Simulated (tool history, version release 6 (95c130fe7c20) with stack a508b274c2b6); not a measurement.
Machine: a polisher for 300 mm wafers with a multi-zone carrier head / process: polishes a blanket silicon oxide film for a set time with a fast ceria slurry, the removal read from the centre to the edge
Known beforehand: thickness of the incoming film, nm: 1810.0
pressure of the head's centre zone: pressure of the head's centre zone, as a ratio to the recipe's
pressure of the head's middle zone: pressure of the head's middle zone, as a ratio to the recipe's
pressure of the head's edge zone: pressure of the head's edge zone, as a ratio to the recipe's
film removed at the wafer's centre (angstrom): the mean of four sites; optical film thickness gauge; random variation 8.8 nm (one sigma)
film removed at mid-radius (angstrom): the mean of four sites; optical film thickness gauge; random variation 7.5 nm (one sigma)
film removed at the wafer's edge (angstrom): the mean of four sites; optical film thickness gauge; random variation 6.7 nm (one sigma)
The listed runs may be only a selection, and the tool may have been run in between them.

| run | hour | flow of slurry (ml/min) | pressure of the head's centre zone | pressure of the head's middle zone | pressure of the head's edge zone | polishing time (s) | film removed at the wafer's centre (angstrom) | film removed at mid-radius (angstrom) | film removed at the wafer's edge (angstrom) |
|---|---|---|---|---|---|---|---|---|---|
| 1 | 0.0 | 295 | 1.00 | 1.00 | 1.00 | 50 | 6704.8 | 6540.6 | 6397.5 |
| 2 | 7.2 | 295 | 1.00 | 1.00 | 1.06 | 50 | 6870.3 | 6471.2 | 6612.1 |
| 3 | 15.8 | 295 | 1.00 | 1.00 | 1.12 | 50 | 6701.1 | 6588.9 | 6749.6 |
| 4 | 18.3 | 295 | 1.00 | 1.08 | 1.12 | 50 | 6710.5 | 6973.6 | 6725.9 |
| 5 | 21.1 | 305 | 1.03 | 1.11 | 1.13 | 51 | 7172.1 | 7354.5 | 7098.9 |
| 6 | 28.5 | 240 | 1.03 | 1.11 | 1.13 | 51 | 6896.6 | 7124.8 | 6838.9 |
| 7 | 30.3 | 275 | 1.05 | 1.13 | 1.12 | 51 | 6988.0 | 7440.4 | 6900.1 |

Predict the results of run 8:
| 8 | 34.6 | 305 | 1.09 | 1.13 | 1.12 | 51 | ? | ? | ? |

{"run 8": {"film removed at the wafer's centre (angstrom)": 7261.4, "film removed at mid-radius (angstrom)": 7353.5, "film removed at the wafer's edge (angstrom)": 6983.0}}
